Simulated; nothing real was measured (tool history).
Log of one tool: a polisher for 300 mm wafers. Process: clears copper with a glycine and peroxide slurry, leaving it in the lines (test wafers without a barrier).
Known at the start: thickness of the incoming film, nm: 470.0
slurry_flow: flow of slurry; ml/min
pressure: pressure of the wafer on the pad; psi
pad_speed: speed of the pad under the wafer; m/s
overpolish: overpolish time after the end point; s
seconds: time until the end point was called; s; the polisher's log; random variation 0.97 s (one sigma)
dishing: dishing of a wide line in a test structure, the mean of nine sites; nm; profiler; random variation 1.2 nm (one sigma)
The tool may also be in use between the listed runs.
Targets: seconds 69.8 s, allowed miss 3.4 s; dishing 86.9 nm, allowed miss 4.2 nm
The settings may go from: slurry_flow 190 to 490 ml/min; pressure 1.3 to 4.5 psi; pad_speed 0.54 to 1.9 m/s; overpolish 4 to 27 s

run	hour	slurry_flow	pressure	pad_speed	overpolish	seconds	dishing
1	0	315	2.9	1.22	14	58.933	67.45
2	7.8	315	2.8	1.2	16	60.444	76.029
3	14.3	315	2.8	0.94	16	73.128	64.165
4	22.7	315	2.8	0.94	17	72.484	67.716
5	24	315	2.8	1.14	17	62.888	74.53
6	27.3	315	2.8	1.14	15	62.026	69.513
7	29.7	315	2.7	1.14	16	66.063	70.505
8	35	315	2.6	1.16	17	66.058	71.646
9	38.5	310	2.5	1.08	22	74.608	81.761
10	46.4	310	2.5	1.08	22	73.25	83.664

Which of these 5 next moves meets every target?
A	54.3	305	3	0.96	22	?	?
B	54.3	285	2.5	0.98	23	?	?
C	54.3	320	2.8	0.86	26	?	?
D	54.3	280	2.5	0.98	24	?	?
E	54.3	330	2.8	0.88	25	?	?

move	seconds	dishing
A	67.86	88.867
B	78.038	81.509
C	77.537	91.08
D	78.148	84.115
E	76.1	89.603
A: meets every target
B: further off than the last run
C: further off than the last run
D: further off than the last run
E: further off than the last run
Answer: A
